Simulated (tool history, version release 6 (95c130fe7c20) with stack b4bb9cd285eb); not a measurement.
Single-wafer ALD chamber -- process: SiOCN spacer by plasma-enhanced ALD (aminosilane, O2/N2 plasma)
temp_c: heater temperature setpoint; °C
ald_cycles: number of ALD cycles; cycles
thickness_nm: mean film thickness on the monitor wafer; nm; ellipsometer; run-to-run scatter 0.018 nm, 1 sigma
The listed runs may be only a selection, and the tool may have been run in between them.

run 1 day=0 | temp_c=395 ald_cycles=63 | thickness_nm=3.6116
run 2 day=0.229 | temp_c=388 ald_cycles=63 | thickness_nm=3.5893
run 3 day=0.525 | temp_c=378 ald_cycles=63 | thickness_nm=3.5806
run 4 day=0.821 | temp_c=378 ald_cycles=54 | thickness_nm=3.0788
run 5 day=0.975 | temp_c=387 ald_cycles=54 | thickness_nm=3.0678
run 6 day=1.283 | temp_c=391 ald_cycles=54 | thickness_nm=3.0923
-- day=1.354 thermocouple changed; heater temperature recalibrated
run 7 day=1.354 | temp_c=391 ald_cycles=61 | thickness_nm=3.4885
run 8 day=1.421 | temp_c=391 ald_cycles=66 | thickness_nm=3.7847
run 9 day=1.779 | temp_c=391 ald_cycles=69 | thickness_nm=3.9386
run 10 day=2.025 | temp_c=391 ald_cycles=71 | thickness_nm=4.0687

What does the tool deliver on the next run?
run 11 day=2.35 | temp_c=391 ald_cycles=73 | thickness_nm=?

For run 11 the tool returned thickness_nm 4.1461 nm.
